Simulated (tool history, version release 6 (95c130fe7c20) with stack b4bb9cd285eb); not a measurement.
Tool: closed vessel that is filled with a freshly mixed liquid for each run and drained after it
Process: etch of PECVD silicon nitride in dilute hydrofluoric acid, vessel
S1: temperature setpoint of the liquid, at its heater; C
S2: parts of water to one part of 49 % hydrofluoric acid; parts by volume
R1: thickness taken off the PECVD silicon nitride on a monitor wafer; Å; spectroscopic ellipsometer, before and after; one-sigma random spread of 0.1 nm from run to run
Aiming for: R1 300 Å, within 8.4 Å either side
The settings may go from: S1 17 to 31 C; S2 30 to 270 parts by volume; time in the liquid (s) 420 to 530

Run 1, day 0: S1 23 C, S2 150 parts by volume, time in the liquid (s) 530. Result: R1 112.7 Å.
Run 2, day 0.133: S1 23 C, S2 115 parts by volume, time in the liquid (s) 530. Result: R1 146.65 Å.
Run 3, day 0.475: S1 23 C, S2 145 parts by volume, time in the liquid (s) 530. Result: R1 116.89 Å.
Run 4, day 0.529: S1 24 C, S2 135 parts by volume, time in the liquid (s) 530. Result: R1 133.42 Å.
Run 5, day 0.738: S1 25 C, S2 130 parts by volume, time in the liquid (s) 530. Result: R1 148.42 Å.
Run 6, day 0.867: S1 28 C, S2 130 parts by volume, time in the liquid (s) 530. Result: R1 178.89 Å.
Run 7, day 1.083: S1 28.5 C, S2 125 parts by volume, time in the liquid (s) 530. Result: R1 191.73 Å.
Run 8, day 1.175: S1 29 C, S2 120 parts by volume, time in the liquid (s) 530. Result: R1 207.78 Å.
Run 9, day 1.529: S1 29.5 C, S2 115 parts by volume, time in the liquid (s) 530. Result: R1 223.53 Å.
Run 10, day 1.575: S1 29.5 C, S2 110 parts by volume, time in the liquid (s) 530. Result: R1 232.01 Å.
Run 11, day 1.754: S1 29.5 C, S2 105 parts by volume, time in the liquid (s) 530. Result: R1 244.89 Å.
Run 12, day 1.983: S1 30.5 C, S2 95 parts by volume, time in the liquid (s) 530. Result: R1 288.81 Å.

Which one of the following 4 next-run settings gets every result inside its allowed miss? There is exactly one.
Run A, day 2.212: S1 30 C, S2 85 parts by volume, time in the liquid (s) 490. Result: R1 ?.
Run B, day 2.212: S1 31 C, S2 90 parts by volume, time in the liquid (s) 510. Result: R1 ?.
Run C, day 2.212: S1 30 C, S2 90 parts by volume, time in the liquid (s) 505. Result: R1 ?.
Run D, day 2.212: S1 31 C, S2 90 parts by volume, time in the liquid (s) 475. Result: R1 ?.

move      R1
   A   287.1
   B  300.47
   C  279.41
   D  279.85
A: misses by more than the last run did
B: all results land within tolerance of their targets
C: misses by more than the last run did
D: misses by more than the last run did
So the answer is move B, the one that meets all the targets.
